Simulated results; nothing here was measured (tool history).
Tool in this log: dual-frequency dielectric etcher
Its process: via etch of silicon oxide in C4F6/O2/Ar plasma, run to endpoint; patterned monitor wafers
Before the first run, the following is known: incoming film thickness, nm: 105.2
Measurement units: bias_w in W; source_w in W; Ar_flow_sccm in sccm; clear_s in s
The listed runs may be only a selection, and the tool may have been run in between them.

run    day  bias_w  source_w  Ar_flow_sccm  clear_s
  1      0     522       430           382   21.996
  2  0.071     522       370           382    23.58
  3    0.1     522       300           382   26.097
  4  0.392     565       320           379   24.243
  5  0.683     565       280           379   25.886
  6  0.788     600       300           376   24.101

Expected results for the next run?
  7  0.892     629       310           375        ?

clear_s: 23.099 s

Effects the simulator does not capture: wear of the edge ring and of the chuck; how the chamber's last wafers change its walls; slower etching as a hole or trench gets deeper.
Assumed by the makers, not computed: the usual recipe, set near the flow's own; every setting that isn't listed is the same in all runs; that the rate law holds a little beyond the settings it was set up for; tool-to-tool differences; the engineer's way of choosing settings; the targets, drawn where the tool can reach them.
